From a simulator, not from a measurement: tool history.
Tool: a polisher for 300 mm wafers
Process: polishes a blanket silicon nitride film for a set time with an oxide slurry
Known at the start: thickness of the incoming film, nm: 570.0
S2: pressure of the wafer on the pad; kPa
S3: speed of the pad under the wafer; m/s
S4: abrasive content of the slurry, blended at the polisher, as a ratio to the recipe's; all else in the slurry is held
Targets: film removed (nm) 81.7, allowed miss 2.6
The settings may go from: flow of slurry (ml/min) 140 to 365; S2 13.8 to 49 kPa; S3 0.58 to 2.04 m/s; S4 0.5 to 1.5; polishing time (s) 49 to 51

run 1 hour=0 | flow_of_slurry_(ml/min)=235 S2=31 S3=1.3 S4=1 polishing_time_(s)=49 | film_removed_(nm)=49.554
run 2 hour=4.3 | flow_of_slurry_(ml/min)=235 S2=31 S3=1.3 S4=1.15 polishing_time_(s)=49 | film_removed_(nm)=51.556
run 3 hour=12.8 | flow_of_slurry_(ml/min)=235 S2=33.1 S3=1.3 S4=1.15 polishing_time_(s)=49 | film_removed_(nm)=54.995
run 4 hour=15.3 | flow_of_slurry_(ml/min)=235 S2=34.5 S3=1.3 S4=1.15 polishing_time_(s)=49 | film_removed_(nm)=57.493
run 5 hour=16.9 | flow_of_slurry_(ml/min)=235 S2=34.5 S3=1.3 S4=1.15 polishing_time_(s)=51 | film_removed_(nm)=59.824
run 6 hour=22.5 | flow_of_slurry_(ml/min)=235 S2=35.9 S3=1.3 S4=1.15 polishing_time_(s)=51 | film_removed_(nm)=61.939
run 7 hour=27 | flow_of_slurry_(ml/min)=235 S2=37.2 S3=1.3 S4=1.15 polishing_time_(s)=51 | film_removed_(nm)=64.964
run 8 hour=31.5 | flow_of_slurry_(ml/min)=235 S2=37.9 S3=1.3 S4=1.15 polishing_time_(s)=51 | film_removed_(nm)=65.885
run 9 hour=33.5 | flow_of_slurry_(ml/min)=235 S2=38.6 S3=1.3 S4=1.15 polishing_time_(s)=51 | film_removed_(nm)=67.194
run 10 hour=36.3 | flow_of_slurry_(ml/min)=235 S2=39.3 S3=1.3 S4=1.15 polishing_time_(s)=51 | film_removed_(nm)=67.666
run 11 hour=43 | flow_of_slurry_(ml/min)=235 S2=40 S3=1.3 S4=1.15 polishing_time_(s)=51 | film_removed_(nm)=69.286
run 12 hour=47.7 | flow_of_slurry_(ml/min)=235 S2=40.7 S3=1.3 S4=1.15 polishing_time_(s)=51 | film_removed_(nm)=70.899
run 13 hour=54.6 | flow_of_slurry_(ml/min)=235 S2=41.4 S3=1.3 S4=1.15 polishing_time_(s)=51 | film_removed_(nm)=71.756
run 14 hour=57.3 | flow_of_slurry_(ml/min)=235 S2=42.1 S3=1.3 S4=1.15 polishing_time_(s)=51 | film_removed_(nm)=72.473
run 15 hour=62.5 | flow_of_slurry_(ml/min)=235 S2=42.7 S3=1.3 S4=1.15 polishing_time_(s)=51 | film_removed_(nm)=72.989
run 16 hour=65.1 | flow_of_slurry_(ml/min)=235 S2=43.4 S3=1.3 S4=1.15 polishing_time_(s)=51 | film_removed_(nm)=74.533
run 17 hour=65.7 | flow_of_slurry_(ml/min)=235 S2=44.1 S3=1.3 S4=1.15 polishing_time_(s)=51 | film_removed_(nm)=77.265
run 18 hour=70.3 | flow_of_slurry_(ml/min)=240 S2=45.5 S3=1.3 S4=1.15 polishing_time_(s)=51 | film_removed_(nm)=79.24

4 next moves are on the table. One of them brings every result within its allowed miss. Which?
run A hour=74.9 | flow_of_slurry_(ml/min)=260 S2=47.6 S3=1.24 S4=1.15 polishing_time_(s)=49 | film_removed_(nm)=?
run B hour=74.9 | flow_of_slurry_(ml/min)=190 S2=47.6 S3=1.14 S4=1.25 polishing_time_(s)=50 | film_removed_(nm)=?
run C hour=74.9 | flow_of_slurry_(ml/min)=345 S2=44.1 S3=1.38 S4=1.3 polishing_time_(s)=49 | film_removed_(nm)=?
run D hour=74.9 | flow_of_slurry_(ml/min)=240 S2=44.8 S3=1.3 S4=1.15 polishing_time_(s)=49 | film_removed_(nm)=?

move=A film_removed_(nm)=75.655
move=B film_removed_(nm)=72.158
move=C film_removed_(nm)=81.367
move=D film_removed_(nm)=73.241
A: further off than the last run
B: further off than the last run
C: meets every target
D: further off than the last run
The right move is C.

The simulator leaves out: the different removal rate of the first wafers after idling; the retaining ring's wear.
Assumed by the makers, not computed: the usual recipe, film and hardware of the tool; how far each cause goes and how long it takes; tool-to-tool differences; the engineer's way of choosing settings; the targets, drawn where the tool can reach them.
